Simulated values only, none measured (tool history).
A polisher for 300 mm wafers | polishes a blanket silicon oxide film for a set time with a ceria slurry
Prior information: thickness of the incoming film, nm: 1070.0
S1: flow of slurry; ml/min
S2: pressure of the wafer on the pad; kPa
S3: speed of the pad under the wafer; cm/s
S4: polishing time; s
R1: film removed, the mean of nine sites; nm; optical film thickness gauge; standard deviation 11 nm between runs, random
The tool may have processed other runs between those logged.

run,hour,S1,S2,S3,S4,R1
1,0,265,22.8,120,87,468.07
2,7.2,215,22.8,120,87,455.5
3,12.5,215,22.8,120,92,466.19
4,21.2,215,22.8,120,87,460.06
5,30.1,215,24.8,120,87,491.72
6,31.4,220,26.9,120,87,528.51
7,35.6,220,28.3,122,87,552.82
8,39.7,220,29.6,124,87,592.74
9,42,220,35.9,130,87,728.39
10,49,220,35.9,132,87,731.89
11,52.5,220,35.9,134,87,748.19

For run 12, what comes out?
12,56.7,220,35.9,136,87,?

For run 12 the tool returned R1 762.3 nm.

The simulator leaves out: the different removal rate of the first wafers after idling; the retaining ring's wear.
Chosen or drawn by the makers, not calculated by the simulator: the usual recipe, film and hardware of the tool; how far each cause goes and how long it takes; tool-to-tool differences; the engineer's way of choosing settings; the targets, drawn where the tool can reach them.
